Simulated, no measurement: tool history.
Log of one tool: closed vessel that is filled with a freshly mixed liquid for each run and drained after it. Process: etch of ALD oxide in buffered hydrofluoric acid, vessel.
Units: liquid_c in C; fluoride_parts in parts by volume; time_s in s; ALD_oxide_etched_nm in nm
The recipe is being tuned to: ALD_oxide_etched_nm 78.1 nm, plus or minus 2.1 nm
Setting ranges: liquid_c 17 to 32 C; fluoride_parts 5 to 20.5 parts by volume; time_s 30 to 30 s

{"run": 1, "hour": 0.0, "liquid_c": 24, "fluoride_parts": 12.5, "time_s": 30, "ALD_oxide_etched_nm": 34.151}
{"run": 2, "hour": 4.2, "liquid_c": 20.5, "fluoride_parts": 12.5, "time_s": 30, "ALD_oxide_etched_nm": 28.228}
{"run": 3, "hour": 12.5, "liquid_c": 18.5, "fluoride_parts": 12.5, "time_s": 30, "ALD_oxide_etched_nm": 24.969}
{"run": 4, "hour": 19.1, "liquid_c": 20, "fluoride_parts": 12.5, "time_s": 30, "ALD_oxide_etched_nm": 27.348}
{"run": 5, "hour": 27.4, "liquid_c": 20, "fluoride_parts": 11, "time_s": 30, "ALD_oxide_etched_nm": 31.155}
{"run": 6, "hour": 30.3, "liquid_c": 20, "fluoride_parts": 13, "time_s": 30, "ALD_oxide_etched_nm": 25.798}
{"run": 7, "hour": 35.2, "liquid_c": 23.5, "fluoride_parts": 11.5, "time_s": 30, "ALD_oxide_etched_nm": 36.052}
{"run": 8, "hour": 44.0, "liquid_c": 23.5, "fluoride_parts": 11.5, "time_s": 30, "ALD_oxide_etched_nm": 36.306}
{"run": 9, "hour": 52.3, "liquid_c": 26, "fluoride_parts": 10.5, "time_s": 30, "ALD_oxide_etched_nm": 44.833}
{"run": 10, "hour": 55.0, "liquid_c": 27.5, "fluoride_parts": 9.5, "time_s": 30, "ALD_oxide_etched_nm": 52.448}
{"run": 11, "hour": 63.1, "liquid_c": 29, "fluoride_parts": 9, "time_s": 30, "ALD_oxide_etched_nm": 59.224}
{"run": 12, "hour": 69.8, "liquid_c": 30, "fluoride_parts": 8.5, "time_s": 30, "ALD_oxide_etched_nm": 66.096}
{"run": 13, "hour": 79.1, "liquid_c": 30.5, "fluoride_parts": 8.5, "time_s": 30, "ALD_oxide_etched_nm": 68.529}
{"run": 14, "hour": 82.7, "liquid_c": 31, "fluoride_parts": 8.5, "time_s": 30, "ALD_oxide_etched_nm": 70.489}
{"run": 15, "hour": 87.9, "liquid_c": 31.5, "fluoride_parts": 8.5, "time_s": 30, "ALD_oxide_etched_nm": 72.783}
{"run": 16, "hour": 94.0, "liquid_c": 31.5, "fluoride_parts": 8.5, "time_s": 30, "ALD_oxide_etched_nm": 71.179}
{"run": 17, "hour": 96.9, "liquid_c": 32, "fluoride_parts": 7.5, "time_s": 30, "ALD_oxide_etched_nm": 83.652}

Which single option among these 5 for the next run brings every result within its allowed miss of target? Just one does.
{"run": "A", "hour": 99.8, "liquid_c": 29.5, "fluoride_parts": 7.5, "time_s": 30, "ALD_oxide_etched_nm": "?"}
{"run": "B", "hour": 99.8, "liquid_c": 30.5, "fluoride_parts": 8, "time_s": 30, "ALD_oxide_etched_nm": "?"}
{"run": "C", "hour": 99.8, "liquid_c": 32, "fluoride_parts": 8.5, "time_s": 30, "ALD_oxide_etched_nm": "?"}
{"run": "D", "hour": 99.8, "liquid_c": 30.5, "fluoride_parts": 7.5, "time_s": 30, "ALD_oxide_etched_nm": "?"}
{"run": "E", "hour": 99.8, "liquid_c": 31, "fluoride_parts": 8, "time_s": 30, "ALD_oxide_etched_nm": "?"}

move=A ALD_oxide_etched_nm=73.159
move=B ALD_oxide_etched_nm=71.901
move=C ALD_oxide_etched_nm=72.795
move=D ALD_oxide_etched_nm=77.092
move=E ALD_oxide_etched_nm=73.8
A: the result that was furthest off in the last run now lies on the other side of its target
B: the result that was furthest off in the last run now lies on the other side of its target
C: the result that was furthest off in the last run now lies on the other side of its target
D: meets every target
E: the result that was furthest off in the last run now lies on the other side of its target
Go with D: it meets all targets.

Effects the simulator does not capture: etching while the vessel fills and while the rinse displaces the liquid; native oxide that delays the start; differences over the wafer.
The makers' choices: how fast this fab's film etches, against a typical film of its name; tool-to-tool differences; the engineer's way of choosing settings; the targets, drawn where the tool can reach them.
